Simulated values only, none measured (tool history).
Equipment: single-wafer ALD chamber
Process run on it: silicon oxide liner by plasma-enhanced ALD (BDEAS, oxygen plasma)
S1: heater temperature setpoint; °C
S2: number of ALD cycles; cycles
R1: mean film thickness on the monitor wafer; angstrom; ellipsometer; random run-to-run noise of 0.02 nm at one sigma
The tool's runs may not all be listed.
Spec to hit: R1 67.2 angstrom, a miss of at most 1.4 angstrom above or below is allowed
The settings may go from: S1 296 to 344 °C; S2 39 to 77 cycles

| run | day | S1 | S2 | R1 |
|---|---|---|---|---|
| 1 | 0 | 320 | 58 | 54.873 |
| 2 | 0.262 | 325 | 58 | 54.717 |
| 3 | 0.596 | 319 | 58 | 55.129 |
| 4 | 0.775 | 319 | 60 | 57.118 |
| 5 | 1.15 | 319 | 62 | 59.079 |
| 6 | 1.467 | 325 | 62 | 58.371 |
| 7 | 1.704 | 324 | 63 | 59.144 |
| 8 | 1.729 | 324 | 63 | 59.44 |
| 9 | 2.096 | 323 | 64 | 60.371 |
| 10 | 2.321 | 322 | 65 | 61.434 |
| 11 | 2.629 | 322 | 66 | 62.17 |
| 12 | 2.946 | 322 | 67 | 63.211 |
| 13 | 3.296 | 322 | 68 | 64.222 |
| 14 | 3.35 | 322 | 69 | 65.263 |

Pick the move, out of 4, that brings all results within their allowed miss; only one does.
| A | 3.404 | 324 | 69 | ? |
| B | 3.404 | 321 | 74 | ? |
| C | 3.404 | 327 | 72 | ? |
| D | 3.404 | 330 | 69 | ? |

| move | R1 |
|---|---|
| A | 64.517 |
| B | 69.465 |
| C | 67.056 |
| D | 64.007 |
A: its largest miss is bigger than the last run's
B: takes the result that was furthest off past its target
C: hits every target within its allowed miss
D: its largest miss is bigger than the last run's
Answer: C
